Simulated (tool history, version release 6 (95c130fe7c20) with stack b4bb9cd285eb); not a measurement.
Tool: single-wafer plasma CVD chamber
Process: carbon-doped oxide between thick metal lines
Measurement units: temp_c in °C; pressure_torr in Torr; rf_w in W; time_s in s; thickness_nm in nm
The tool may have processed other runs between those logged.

run  hour  temp_c  pressure_torr  rf_w  time_s  thickness_nm
  1   0.0     355           4.26   630     183       1140.40
  2   6.3     355           4.17   610     182       1110.00
  3  11.0     355           4.17   610     183       1116.80
  4  16.0     350           4.17   610     183       1123.00
  5  18.3     350           4.17   535     183       1048.60
  6  22.4     350           4.13   525     183       1052.20

Expected results for the next run?
  7  27.4     352           3.96   470     180             ?

For run 7 the tool returned thickness_nm 955.46 nm.

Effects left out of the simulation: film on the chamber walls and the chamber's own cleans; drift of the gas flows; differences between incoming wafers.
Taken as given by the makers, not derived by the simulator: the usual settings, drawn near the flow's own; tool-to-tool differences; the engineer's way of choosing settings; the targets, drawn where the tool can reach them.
